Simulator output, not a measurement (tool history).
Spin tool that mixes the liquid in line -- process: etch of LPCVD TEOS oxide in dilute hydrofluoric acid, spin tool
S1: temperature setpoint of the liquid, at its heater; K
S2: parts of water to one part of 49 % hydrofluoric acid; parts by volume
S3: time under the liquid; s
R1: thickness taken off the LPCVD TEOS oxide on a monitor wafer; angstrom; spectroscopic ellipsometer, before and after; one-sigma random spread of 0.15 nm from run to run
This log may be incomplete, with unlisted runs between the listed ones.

run	day	S1	S2	S3	R1
1	0	294.15	210	320	256.61
2	0.121	291.15	210	320	226.53
3	0.367	291.15	215	320	221.34
4	0.671	293.15	215	320	239.63
5	0.892	290.65	215	320	215.73
6	1.146	290.65	215	340	233.19
7	1.488	290.65	220	340	224.62
8	1.846	290.65	225	340	220.13
9	1.954	290.65	230	340	213.85
10	2.146	290.65	235	340	211.03

Run 11 has not been measured yet. What should we expect?
11	2.183	290.65	240	340	?

R1: 198.15 angstrom
